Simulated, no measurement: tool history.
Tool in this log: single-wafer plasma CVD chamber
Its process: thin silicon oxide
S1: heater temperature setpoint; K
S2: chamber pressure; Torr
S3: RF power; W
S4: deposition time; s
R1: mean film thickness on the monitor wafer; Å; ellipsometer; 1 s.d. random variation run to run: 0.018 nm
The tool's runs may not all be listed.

run	hour	S1	S2	S3	S4	R1
1	0.0	683.15	0.979	265	5.39	105.220
2	6.6	683.15	0.874	265	5.39	92.576
3	14.8	683.15	0.838	265	5.39	87.805
4	22.5	683.15	0.711	265	5.39	69.062
5	30.8	694.15	0.711	265	5.39	68.794
6	32.4	694.15	0.643	265	5.39	58.216
7	35.0	694.15	0.643	265	5.39	58.250

Estimate the outcome of run 8 from the log above:
8	35.6	684.15	0.681	265	5.39	?

{"run 8": {"R1": 64.411}}

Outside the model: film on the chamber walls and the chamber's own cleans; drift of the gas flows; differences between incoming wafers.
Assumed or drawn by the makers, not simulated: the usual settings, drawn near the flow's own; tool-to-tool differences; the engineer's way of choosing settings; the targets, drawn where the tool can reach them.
